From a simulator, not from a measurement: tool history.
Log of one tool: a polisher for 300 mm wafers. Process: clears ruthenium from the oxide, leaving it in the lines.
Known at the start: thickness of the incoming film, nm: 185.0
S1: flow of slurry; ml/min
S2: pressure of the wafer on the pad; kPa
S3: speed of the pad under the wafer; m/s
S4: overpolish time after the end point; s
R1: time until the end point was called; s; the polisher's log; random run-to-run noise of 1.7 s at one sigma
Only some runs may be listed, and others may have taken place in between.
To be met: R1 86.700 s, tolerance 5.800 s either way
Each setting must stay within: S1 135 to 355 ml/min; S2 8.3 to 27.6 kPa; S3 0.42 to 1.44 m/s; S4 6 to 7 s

run,hour,S1,S2,S3,S4,R1
1,0.0,225,17.9,0.92,7,139.870
2,2.4,255,17.9,0.92,7,136.980
3,8.6,255,18.6,0.92,7,131.690
4,15.7,255,19.3,0.92,7,126.070
5,23.7,255,17.9,0.92,7,137.120
6,31.9,255,17.9,0.92,7,141.180
7,39.6,255,18.6,0.92,7,132.870
8,48.2,255,23.4,0.98,7,99.450

Exactly one of the 5 candidate moves below puts every result within its allowed miss. Which one?
A,56.8,270,22.1,0.96,7,?
B,56.8,225,23.4,0.80,6,?
C,56.8,215,20.7,1.10,7,?
D,56.8,235,25.5,1.10,7,?
E,56.8,315,21.4,0.98,7,?

move,R1
A,106.300
B,115.400
C,105.900
D,85.295
E,106.510
A: moves away from the targets compared with the last run
B: moves away from the targets compared with the last run
C: moves away from the targets compared with the last run
D: all results land within tolerance of their targets
E: moves away from the targets compared with the last run
Answer: D
